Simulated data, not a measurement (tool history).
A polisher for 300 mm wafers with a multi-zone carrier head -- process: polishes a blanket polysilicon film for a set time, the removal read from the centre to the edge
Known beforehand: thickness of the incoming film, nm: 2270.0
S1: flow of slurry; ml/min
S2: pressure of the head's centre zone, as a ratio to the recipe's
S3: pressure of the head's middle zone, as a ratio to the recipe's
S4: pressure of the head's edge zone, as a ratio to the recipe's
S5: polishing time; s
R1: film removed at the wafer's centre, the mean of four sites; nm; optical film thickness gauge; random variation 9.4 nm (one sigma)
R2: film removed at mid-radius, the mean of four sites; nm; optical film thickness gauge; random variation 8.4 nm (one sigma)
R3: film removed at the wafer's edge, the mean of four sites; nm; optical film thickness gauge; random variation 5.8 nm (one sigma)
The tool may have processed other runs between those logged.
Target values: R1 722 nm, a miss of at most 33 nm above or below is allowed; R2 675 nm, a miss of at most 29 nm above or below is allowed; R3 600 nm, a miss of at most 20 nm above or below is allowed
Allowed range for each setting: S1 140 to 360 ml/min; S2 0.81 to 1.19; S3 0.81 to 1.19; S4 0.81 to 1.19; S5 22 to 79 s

Run 1, hour 0: S1 230 ml/min, S2 1, S3 1, S4 1, S5 50 s. Result: R1 443.35 nm, R2 444.56 nm, R3 438.5 nm.
Run 2, hour 2.3: S1 230 ml/min, S2 1.03, S3 1, S4 1, S5 50 s. Result: R1 449.97 nm, R2 448.12 nm, R3 436.24 nm.
Run 3, hour 10.1: S1 230 ml/min, S2 1.03, S3 1, S4 1, S5 56 s. Result: R1 501.78 nm, R2 503.6 nm, R3 498.08 nm.
Run 4, hour 10.7: S1 230 ml/min, S2 1.03, S3 1.05, S4 1, S5 56 s. Result: R1 510.85 nm, R2 517.66 nm, R3 495.61 nm.
Run 5, hour 12.2: S1 195 ml/min, S2 1.03, S3 1.05, S4 1, S5 56 s. Result: R1 514.92 nm, R2 518.25 nm, R3 488.37 nm.
Run 6, hour 16.2: S1 190 ml/min, S2 1.05, S3 1.06, S4 1, S5 57 s. Result: R1 507.03 nm, R2 523.27 nm, R3 502.54 nm.
Run 7, hour 24.3: S1 210 ml/min, S2 1.07, S3 1.06, S4 0.98, S5 58 s. Result: R1 548.01 nm, R2 529.31 nm, R3 505.73 nm.
Run 8, hour 30.3: S1 250 ml/min, S2 1.17, S3 1.16, S4 1.05, S5 66 s. Result: R1 688.5 nm, R2 679.54 nm, R3 600.36 nm.
Run 9, hour 37.6: S1 250 ml/min, S2 1.17, S3 1.16, S4 1.04, S5 66 s. Result: R1 687.47 nm, R2 675.9 nm, R3 588.16 nm.
Run 10, hour 41.6: S1 250 ml/min, S2 1.17, S3 1.16, S4 1.04, S5 66 s. Result: R1 688.5 nm, R2 666.43 nm, R3 594.23 nm.

Below are 4 possible settings for the next run. Only one of them brings all results inside the allowed miss of their targets. Which is it?
Run A, hour 45.6: S1 230 ml/min, S2 1.19, S3 1.13, S4 0.98, S5 69 s. Result: R1 ?, R2 ?, R3 ?.
Run B, hour 45.6: S1 255 ml/min, S2 1.17, S3 1.19, S4 0.94, S5 70 s. Result: R1 ?, R2 ?, R3 ?.
Run C, hour 45.6: S1 330 ml/min, S2 1.13, S3 1.02, S4 1.05, S5 65 s. Result: R1 ?, R2 ?, R3 ?.
Run D, hour 45.6: S1 270 ml/min, S2 1.19, S3 1.11, S4 1.05, S5 61 s. Result: R1 ?, R2 ?, R3 ?.

move      R1      R2      R3
   A  716.08  689.29  606.64
   B  724.39  738.88  607.62
   C  668.69  615.19  606.97
   D  644.06  609.55  561.38
A: in spec on every target
B: the furthest-off result lands on target, but another misses its tolerance
C: moves away from the targets compared with the last run
D: moves away from the targets compared with the last run
A is the move that brings every result within its allowed miss.
